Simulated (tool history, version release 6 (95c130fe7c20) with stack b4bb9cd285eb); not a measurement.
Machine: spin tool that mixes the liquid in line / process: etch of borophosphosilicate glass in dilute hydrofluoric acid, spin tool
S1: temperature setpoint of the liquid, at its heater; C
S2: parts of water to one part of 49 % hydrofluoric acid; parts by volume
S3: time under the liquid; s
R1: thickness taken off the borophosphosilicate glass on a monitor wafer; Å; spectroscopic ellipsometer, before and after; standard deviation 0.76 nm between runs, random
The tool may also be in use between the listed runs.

{"run": 1, "hour": 0.0, "S1": 25, "S2": 105, "S3": 100, "R1": 506.79}
{"run": 2, "hour": 8.5, "S1": 26.5, "S2": 95, "S3": 100, "R1": 613.42}
{"run": 3, "hour": 13.4, "S1": 26.5, "S2": 95, "S3": 110, "R1": 666.54}
{"run": 4, "hour": 21.5, "S1": 27.5, "S2": 90, "S3": 110, "R1": 733.53}
{"run": 5, "hour": 23.6, "S1": 27.5, "S2": 90, "S3": 100, "R1": 669.89}
{"run": 6, "hour": 26.8, "S1": 27.5, "S2": 90, "S3": 110, "R1": 723.74}
{"run": 7, "hour": 29.3, "S1": 28.5, "S2": 85, "S3": 110, "R1": 814.68}
{"run": 8, "hour": 35.5, "S1": 29.5, "S2": 85, "S3": 110, "R1": 855.34}
{"run": 9, "hour": 40.6, "S1": 30, "S2": 85, "S3": 110, "R1": 852.38}
{"run": 10, "hour": 42.3, "S1": 30.5, "S2": 80, "S3": 110, "R1": 929.56}
{"run": 11, "hour": 50.2, "S1": 31, "S2": 80, "S3": 110, "R1": 952.02}
{"run": 12, "hour": 55.4, "S1": 31.5, "S2": 80, "S3": 110, "R1": 962.38}

What will run 13 give?
{"run": 13, "hour": 61.5, "S1": 32, "S2": 80, "S3": 110, "R1": "?"}

R1: 986.74 Å
